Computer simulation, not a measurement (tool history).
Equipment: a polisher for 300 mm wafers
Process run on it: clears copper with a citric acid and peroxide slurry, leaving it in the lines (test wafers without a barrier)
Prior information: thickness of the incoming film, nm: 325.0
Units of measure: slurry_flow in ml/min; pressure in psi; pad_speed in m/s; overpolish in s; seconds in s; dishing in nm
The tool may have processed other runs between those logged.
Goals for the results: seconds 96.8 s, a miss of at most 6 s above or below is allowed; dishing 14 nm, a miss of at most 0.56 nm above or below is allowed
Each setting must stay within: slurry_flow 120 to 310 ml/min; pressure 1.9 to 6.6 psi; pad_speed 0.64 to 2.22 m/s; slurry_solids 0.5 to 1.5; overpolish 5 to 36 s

Run 1, hour 0: slurry_flow 200 ml/min, pressure 4.2 psi, pad_speed 1.42 m/s, slurry_solids 1, overpolish 18 s. Result: seconds 88.111 s, dishing 45.166 nm.
Run 2, hour 2.7: slurry_flow 200 ml/min, pressure 3.6 psi, pad_speed 1.44 m/s, slurry_solids 1, overpolish 15 s. Result: seconds 96.919 s, dishing 36.739 nm.
Run 3, hour 3.3: slurry_flow 230 ml/min, pressure 3.6 psi, pad_speed 1.44 m/s, slurry_solids 1, overpolish 15 s. Result: seconds 95.443 s, dishing 37.393 nm.
Run 4, hour 7.7: slurry_flow 200 ml/min, pressure 3.2 psi, pad_speed 1.44 m/s, slurry_solids 1, overpolish 12 s. Result: seconds 100.46 s, dishing 29.219 nm.
Run 5, hour 12.2: slurry_flow 200 ml/min, pressure 4.1 psi, pad_speed 1.44 m/s, slurry_solids 1, overpolish 12 s. Result: seconds 89.32 s, dishing 33.86 nm.
Run 6, hour 14: slurry_flow 180 ml/min, pressure 3.5 psi, pad_speed 1.44 m/s, slurry_solids 1.05, overpolish 10 s. Result: seconds 96.433 s, dishing 26.218 nm.
Run 7, hour 22.8: slurry_flow 165 ml/min, pressure 3.1 psi, pad_speed 1.48 m/s, slurry_solids 1.15, overpolish 9 s. Result: seconds 103.43 s, dishing 22.929 nm.
Run 8, hour 26.9: slurry_flow 155 ml/min, pressure 2.8 psi, pad_speed 1.54 m/s, slurry_solids 1.25, overpolish 8 s. Result: seconds 102.35 s, dishing 20.48 nm.
Run 9, hour 29.5: slurry_flow 155 ml/min, pressure 2.8 psi, pad_speed 1.54 m/s, slurry_solids 1.25, overpolish 8 s. Result: seconds 103.74 s, dishing 20.425 nm.
Run 10, hour 38: slurry_flow 145 ml/min, pressure 2.6 psi, pad_speed 1.6 m/s, slurry_solids 1.3, overpolish 7 s. Result: seconds 101.94 s, dishing 17.826 nm.
Run 11, hour 43.9: slurry_flow 120 ml/min, pressure 2 psi, pad_speed 1.78 m/s, slurry_solids 1.5, overpolish 5 s. Result: seconds 108.92 s, dishing 12.858 nm.
Run 12, hour 51.9: slurry_flow 120 ml/min, pressure 2 psi, pad_speed 1.8 m/s, slurry_solids 1.5, overpolish 5 s. Result: seconds 110.15 s, dishing 12.773 nm.
Run 13, hour 60.2: slurry_flow 120 ml/min, pressure 2 psi, pad_speed 1.84 m/s, slurry_solids 1.5, overpolish 5 s. Result: seconds 108.56 s, dishing 12.505 nm.
Run 14, hour 62: slurry_flow 130 ml/min, pressure 2 psi, pad_speed 1.86 m/s, slurry_solids 1.5, overpolish 5 s. Result: seconds 103.98 s, dishing 13.346 nm.
Run 15, hour 64.4: slurry_flow 130 ml/min, pressure 2 psi, pad_speed 1.86 m/s, slurry_solids 1.5, overpolish 5 s. Result: seconds 105.01 s, dishing 13.046 nm.
Run 16, hour 66.6: slurry_flow 135 ml/min, pressure 2 psi, pad_speed 1.88 m/s, slurry_solids 1.5, overpolish 5 s. Result: seconds 103.01 s, dishing 13.501 nm.
Run 17, hour 67.8: slurry_flow 135 ml/min, pressure 2 psi, pad_speed 1.9 m/s, slurry_solids 1.5, overpolish 5 s. Result: seconds 102.34 s, dishing 13.293 nm.

Pick the move, out of 5, that brings all results within their allowed miss; only one does.
Run A, hour 69: slurry_flow 125 ml/min, pressure 1.9 psi, pad_speed 1.96 m/s, slurry_solids 1.45, overpolish 5 s. Result: seconds ?, dishing ?.
Run B, hour 69: slurry_flow 120 ml/min, pressure 1.9 psi, pad_speed 2.22 m/s, slurry_solids 1.5, overpolish 5 s. Result: seconds ?, dishing ?.
Run C, hour 69: slurry_flow 150 ml/min, pressure 2.1 psi, pad_speed 1.66 m/s, slurry_solids 1.5, overpolish 5 s. Result: seconds ?, dishing ?.
Run D, hour 69: slurry_flow 140 ml/min, pressure 2 psi, pad_speed 1.7 m/s, slurry_solids 1.45, overpolish 5 s. Result: seconds ?, dishing ?.
Run E, hour 69: slurry_flow 165 ml/min, pressure 2 psi, pad_speed 1.68 m/s, slurry_solids 1.5, overpolish 5 s. Result: seconds ?, dishing ?.

move  seconds  dishing
   A   103.92   13.215
   B   95.516   14.283
   C    105.6   13.032
   D   108.76   12.675
   E   105.02   13.094
A: the biggest miss grows against the last run
B: all results in spec
C: the biggest miss grows against the last run
D: the biggest miss grows against the last run
E: the biggest miss grows against the last run
Answer: B
